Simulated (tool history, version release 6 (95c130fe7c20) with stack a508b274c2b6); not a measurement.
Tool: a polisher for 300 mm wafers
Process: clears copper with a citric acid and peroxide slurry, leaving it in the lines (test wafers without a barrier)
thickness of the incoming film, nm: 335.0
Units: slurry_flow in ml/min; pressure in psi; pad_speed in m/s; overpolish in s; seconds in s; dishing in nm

run,hour,slurry_flow,pressure,pad_speed,slurry_solids,overpolish,seconds,dishing
1,0.0,185,3.2,1.14,1.0,9,106.400,18.554
2,5.9,185,3.9,1.14,1.0,9,87.826,21.838
3,8.8,185,3.7,1.14,1.0,9,90.589,21.120
4,12.5,185,3.5,1.14,1.0,9,97.710,20.116
5,20.8,215,3.5,1.14,1.0,9,95.555,20.518
6,22.7,255,3.5,1.14,1.0,9,94.280,21.100

Run 7 comes next. What will it give?
7,23.4,255,3.4,1.14,1.0,9,?,?

Run 7 gave seconds 98.730 s, dishing 20.616 nm.
